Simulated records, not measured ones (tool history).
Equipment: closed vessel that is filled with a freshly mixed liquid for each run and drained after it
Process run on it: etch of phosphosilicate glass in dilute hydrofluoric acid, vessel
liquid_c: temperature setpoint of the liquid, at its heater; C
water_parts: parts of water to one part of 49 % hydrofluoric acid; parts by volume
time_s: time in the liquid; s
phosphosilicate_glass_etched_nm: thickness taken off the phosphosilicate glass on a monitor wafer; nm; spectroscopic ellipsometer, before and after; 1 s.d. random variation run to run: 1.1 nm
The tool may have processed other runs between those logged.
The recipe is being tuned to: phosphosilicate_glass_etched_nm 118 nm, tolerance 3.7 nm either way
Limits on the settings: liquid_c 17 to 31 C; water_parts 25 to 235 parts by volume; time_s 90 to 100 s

run	hour	liquid_c	water_parts	time_s	phosphosilicate_glass_etched_nm
1	0	23	130	90	43.155
2	1.7	24.5	115	90	52.116
3	7.7	25.5	100	90	65.516
4	14.5	22.5	100	90	57.07
5	19	22.5	100	90	57.113
6	25.1	22.5	100	90	56.344
7	28.5	24	90	90	69.154
8	31.1	25	85	90	75.776
9	37.9	26	80	90	83.131
10	46.4	26	80	90	82.942
11	51	27	75	90	94.315
12	55.2	27.5	75	90	97.324
13	63.5	28	75	90	97.403
14	68.3	28.5	75	90	99.45
15	72	29	75	90	103.54

Of the 4 settings listed for the next run, only one would bring every result within its allowed miss of target. Which one?
A	75.7	29.5	70	90	?
B	75.7	29.5	90	95	?
C	75.7	29	90	90	?
D	75.7	30.5	75	100	?

move	phosphosilicate_glass_etched_nm
A	111.52
B	89.091
C	82.776
D	119.44
A: closer than the last run, but not yet in spec
B: lands further from the targets than the last run did
C: lands further from the targets than the last run did
D: every result lands within tolerance
So the answer is move D, the one that meets all the targets.
